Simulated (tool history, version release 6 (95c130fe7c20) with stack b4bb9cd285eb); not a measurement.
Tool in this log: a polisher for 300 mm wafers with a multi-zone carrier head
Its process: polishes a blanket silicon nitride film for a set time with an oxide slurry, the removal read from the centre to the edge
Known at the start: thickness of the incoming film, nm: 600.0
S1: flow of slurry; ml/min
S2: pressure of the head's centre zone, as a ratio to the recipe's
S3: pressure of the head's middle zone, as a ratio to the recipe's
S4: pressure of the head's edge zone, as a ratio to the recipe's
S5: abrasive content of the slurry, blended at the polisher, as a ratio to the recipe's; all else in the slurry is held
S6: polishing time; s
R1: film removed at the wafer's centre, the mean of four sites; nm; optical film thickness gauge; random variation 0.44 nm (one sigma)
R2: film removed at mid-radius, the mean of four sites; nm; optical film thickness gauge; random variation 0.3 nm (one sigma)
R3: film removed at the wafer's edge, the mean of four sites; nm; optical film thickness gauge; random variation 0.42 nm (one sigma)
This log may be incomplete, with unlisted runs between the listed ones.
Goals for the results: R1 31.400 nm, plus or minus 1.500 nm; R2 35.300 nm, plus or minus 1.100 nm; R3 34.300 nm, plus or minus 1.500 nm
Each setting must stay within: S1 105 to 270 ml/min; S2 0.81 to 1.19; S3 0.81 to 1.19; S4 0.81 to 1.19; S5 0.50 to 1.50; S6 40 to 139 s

run	day	S1	S2	S3	S4	S5	S6	R1	R2	R3
1	0.000	175	1.00	1.00	1.00	1.00	89	56.168	57.149	57.351
2	0.092	175	1.00	1.00	1.00	1.10	89	59.177	60.678	59.511
3	0.204	175	1.03	1.00	1.00	1.10	89	61.132	60.067	59.250
4	0.288	175	1.03	1.00	1.00	1.10	101	69.711	69.267	67.157
5	0.442	170	1.01	1.01	0.98	1.00	95	59.906	61.483	60.078
6	0.612	170	1.01	1.01	0.98	0.95	95	58.913	59.872	57.991
7	0.671	165	0.99	1.01	0.96	0.85	91	51.320	53.194	50.186
8	1.029	160	0.96	0.99	0.95	0.80	90	46.233	48.773	47.706
9	1.188	155	0.94	0.98	0.93	0.75	90	42.228	45.918	45.318
10	1.375	165	0.92	0.95	0.83	0.50	81	25.273	27.018	25.859
11	1.621	165	0.92	0.96	0.86	0.50	80	24.780	26.924	25.980
12	1.862	165	0.93	0.98	0.90	0.50	79	25.178	27.405	26.129
13	2.146	160	0.94	0.99	0.94	0.50	79	24.626	26.937	26.654
14	2.404	155	0.95	1.00	0.95	0.55	79	28.481	30.179	30.159
15	2.462	150	0.95	1.01	0.95	0.55	79	28.312	30.368	29.685

Next run, 4 choices. One meets every target within its allowed miss, the rest don't. Which?
A	2.521	165	1.07	1.04	0.89	0.60	80	?	?	?
B	2.521	180	1.00	1.13	1.00	0.50	90	?	?	?
C	2.521	235	0.91	1.00	0.99	0.55	85	?	?	?
D	2.521	120	1.03	0.95	1.01	0.60	85	?	?	?

move	R1	R2	R3
A	35.374	35.501	32.608
B	30.697	35.122	31.760
C	30.812	35.138	34.487
D	33.594	32.976	35.150
A: the worst result of the last run now meets its target, but another is out of spec
B: the worst result of the last run now meets its target, but another is out of spec
C: each result inside its tolerance
D: closes in on the targets versus the last run, not all within tolerance yet
Answer: C
